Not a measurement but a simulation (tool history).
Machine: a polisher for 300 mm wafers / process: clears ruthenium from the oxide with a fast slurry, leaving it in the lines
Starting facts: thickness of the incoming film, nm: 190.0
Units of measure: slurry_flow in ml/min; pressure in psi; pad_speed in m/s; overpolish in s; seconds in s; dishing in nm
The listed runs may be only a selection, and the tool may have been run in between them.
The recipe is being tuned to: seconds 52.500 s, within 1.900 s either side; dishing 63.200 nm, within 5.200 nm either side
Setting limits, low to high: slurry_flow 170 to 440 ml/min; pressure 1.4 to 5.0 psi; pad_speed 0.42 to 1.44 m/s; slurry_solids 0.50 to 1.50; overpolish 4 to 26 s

run  hour  slurry_flow  pressure  pad_speed  slurry_solids  overpolish  seconds  dishing
  1   0.0          280       3.2       0.92           1.00          13   42.483   51.366
  2   8.8          280       3.0       0.92           1.00          15   44.544   55.090
  3  17.3          280       2.8       0.92           1.00          16   48.253   56.789
  4  24.4          280       2.8       1.06           1.00          16   41.762   64.074
  5  26.0          280       2.8       1.06           1.00          11   42.484   46.296
  6  32.6          280       2.8       0.90           1.00          11   49.252   40.769
  7  39.6          280       2.7       0.90           1.00          13   50.917   44.927
  8  45.5          280       2.6       0.90           1.00          15   51.586   50.184

4 candidate next runs follow, results not yet known. Just one meets every target within its allowed miss. Identify it.
  A  51.4          255       3.4       0.64           1.05          11        ?        ?
  B  51.4          190       3.4       0.80           0.85          12        ?        ?
  C  51.4          270       2.6       0.92           1.00          10        ?        ?
  D  51.4          305       2.4       0.94           1.05          20        ?        ?

move  seconds  dishing
   A   54.863   35.213
   B   51.392   40.577
   C   51.186   34.368
   D   52.262   63.427
A: misses by more than the last run did
B: misses by more than the last run did
C: misses by more than the last run did
D: every result lands within tolerance
Answer: D
